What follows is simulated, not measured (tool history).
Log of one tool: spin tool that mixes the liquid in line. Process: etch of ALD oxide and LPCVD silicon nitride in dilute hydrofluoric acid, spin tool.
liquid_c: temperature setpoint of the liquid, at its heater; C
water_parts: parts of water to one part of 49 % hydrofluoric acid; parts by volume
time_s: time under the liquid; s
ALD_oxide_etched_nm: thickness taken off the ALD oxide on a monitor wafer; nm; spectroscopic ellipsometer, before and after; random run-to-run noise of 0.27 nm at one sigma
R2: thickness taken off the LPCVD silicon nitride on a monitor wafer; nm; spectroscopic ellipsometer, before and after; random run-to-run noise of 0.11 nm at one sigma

{"run": 1, "hour": 0.0, "liquid_c": 23.0, "water_parts": 290, "time_s": 105, "ALD_oxide_etched_nm": 8.0939, "R2": 0.18951}
{"run": 2, "hour": 8.4, "liquid_c": 24.5, "water_parts": 245, "time_s": 105, "ALD_oxide_etched_nm": 10.475, "R2": 0.16495}
{"run": 3, "hour": 17.0, "liquid_c": 25.0, "water_parts": 210, "time_s": 110, "ALD_oxide_etched_nm": 13.672, "R2": 0.34151}
{"run": 4, "hour": 22.1, "liquid_c": 27.5, "water_parts": 210, "time_s": 110, "ALD_oxide_etched_nm": 15.371, "R2": 0.41705}
{"run": 5, "hour": 24.6, "liquid_c": 28.0, "water_parts": 185, "time_s": 110, "ALD_oxide_etched_nm": 18.101, "R2": 0.40989}
{"run": 6, "hour": 25.9, "liquid_c": 30.5, "water_parts": 185, "time_s": 110, "ALD_oxide_etched_nm": 19.279, "R2": 0.41774}
{"run": 7, "hour": 32.3, "liquid_c": 31.0, "water_parts": 70, "time_s": 110, "ALD_oxide_etched_nm": 62.11, "R2": 1.8656}
{"run": 8, "hour": 34.0, "liquid_c": 28.5, "water_parts": 80, "time_s": 110, "ALD_oxide_etched_nm": 48.093, "R2": 1.1352}
{"run": 9, "hour": 38.7, "liquid_c": 26.5, "water_parts": 85, "time_s": 110, "ALD_oxide_etched_nm": 42.145, "R2": 0.67377}
{"run": 10, "hour": 40.0, "liquid_c": 25.5, "water_parts": 90, "time_s": 110, "ALD_oxide_etched_nm": 37.741, "R2": 0.74734}
{"run": 11, "hour": 43.8, "liquid_c": 24.5, "water_parts": 90, "time_s": 110, "ALD_oxide_etched_nm": 36.026, "R2": 0.84435}
{"run": 12, "hour": 49.1, "liquid_c": 21.5, "water_parts": 105, "time_s": 110, "ALD_oxide_etched_nm": 27.46, "R2": 0.49318}

Run 13 is up next; what results do you expect?
{"run": 13, "hour": 51.1, "liquid_c": 22.0, "water_parts": 105, "time_s": 110, "ALD_oxide_etched_nm": "?", "R2": "?"}

For run 13 the tool returned ALD_oxide_etched_nm 27.6190 nm, R2 0.46434 nm.

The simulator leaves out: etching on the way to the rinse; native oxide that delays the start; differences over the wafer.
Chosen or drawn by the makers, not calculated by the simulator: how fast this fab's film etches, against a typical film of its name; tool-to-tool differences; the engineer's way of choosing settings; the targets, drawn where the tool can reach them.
